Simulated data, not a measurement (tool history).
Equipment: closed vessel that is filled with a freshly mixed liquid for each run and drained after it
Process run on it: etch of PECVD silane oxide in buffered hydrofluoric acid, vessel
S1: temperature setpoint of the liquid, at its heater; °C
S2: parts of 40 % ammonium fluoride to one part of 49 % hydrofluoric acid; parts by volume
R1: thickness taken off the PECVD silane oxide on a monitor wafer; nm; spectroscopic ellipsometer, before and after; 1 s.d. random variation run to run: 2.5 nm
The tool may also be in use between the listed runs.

run 1 hour=0 | S1=23 S2=7 time_in_the_liquid_(s)=105 | R1=642.62
run 2 hour=4.3 | S1=23 S2=9 time_in_the_liquid_(s)=105 | R1=491.06
run 3 hour=6.5 | S1=21.5 S2=9 time_in_the_liquid_(s)=105 | R1=452.86
run 4 hour=7.7 | S1=21.5 S2=10 time_in_the_liquid_(s)=105 | R1=416.69
run 5 hour=12.8 | S1=21.5 S2=10 time_in_the_liquid_(s)=115 | R1=463.85
run 6 hour=19.1 | S1=20.5 S2=10 time_in_the_liquid_(s)=115 | R1=442.3
run 7 hour=23.1 | S1=19.5 S2=10 time_in_the_liquid_(s)=115 | R1=412.53
run 8 hour=24.7 | S1=19 S2=10 time_in_the_liquid_(s)=115 | R1=404.58
run 9 hour=33.3 | S1=18.5 S2=10 time_in_the_liquid_(s)=115 | R1=385.39

Expected results for the next run?
run 10 hour=38.9 | S1=18 S2=10 time_in_the_liquid_(s)=115 | R1=?

{"run 10": {"R1": 377.21}}
